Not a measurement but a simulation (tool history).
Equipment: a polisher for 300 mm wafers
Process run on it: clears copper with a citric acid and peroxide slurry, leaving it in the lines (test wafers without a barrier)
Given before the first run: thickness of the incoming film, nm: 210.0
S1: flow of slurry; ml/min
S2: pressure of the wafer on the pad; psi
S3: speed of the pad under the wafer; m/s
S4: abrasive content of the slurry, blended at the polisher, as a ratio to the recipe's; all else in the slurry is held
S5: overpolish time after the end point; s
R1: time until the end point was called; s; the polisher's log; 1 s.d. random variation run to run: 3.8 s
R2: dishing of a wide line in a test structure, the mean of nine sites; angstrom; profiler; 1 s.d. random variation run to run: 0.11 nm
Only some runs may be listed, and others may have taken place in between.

run 1 hour=0 | S1=300 S2=2.5 S3=1.32 S4=1 S5=21 | R1=95.912 R2=297.19
run 2 hour=5.5 | S1=255 S2=2.5 S3=1.32 S4=1 S5=21 | R1=97.283 R2=297.94
run 3 hour=14.4 | S1=310 S2=2.1 S3=1.18 S4=1 S5=17 | R1=127.67 R2=192.89
run 4 hour=16.4 | S1=350 S2=1.8 S3=1.1 S4=1.05 S5=14 | R1=152.86 R2=135.94
run 5 hour=22.6 | S1=350 S2=1.8 S3=0.98 S4=1.05 S5=14 | R1=166.17 R2=119.13
run 6 hour=25.8 | S1=380 S2=1.8 S3=0.88 S4=1.15 S5=12 | R1=185.66 R2=91.833
run 7 hour=29.8 | S1=405 S2=1.9 S3=0.8 S4=1.25 S5=10 | R1=180.13 R2=78.159
run 8 hour=31 | S1=420 S2=1.9 S3=0.74 S4=1.3 S5=9 | R1=198.32 R2=69.646
run 9 hour=32.4 | S1=435 S2=1.9 S3=0.7 S4=1.35 S5=8 | R1=204.6 R2=58.429
run 10 hour=33.6 | S1=445 S2=2 S3=0.68 S4=1.4 S5=7 | R1=205.34 R2=52.851
run 11 hour=37.4 | S1=445 S2=2 S3=0.68 S4=1.4 S5=7 | R1=200.75 R2=55.487
run 12 hour=43.7 | S1=450 S2=2 S3=0.66 S4=1.45 S5=7 | R1=201.77 R2=53.312
run 13 hour=46.8 | S1=450 S2=2 S3=0.66 S4=1.45 S5=7 | R1=208.29 R2=53.43

Expected results for the next run?
run 14 hour=52.7 | S1=455 S2=2.1 S3=0.64 S4=1.45 S5=7 | R1=? R2=?

{"run 14": {"R1": 198.35, "R2": 51.516}}
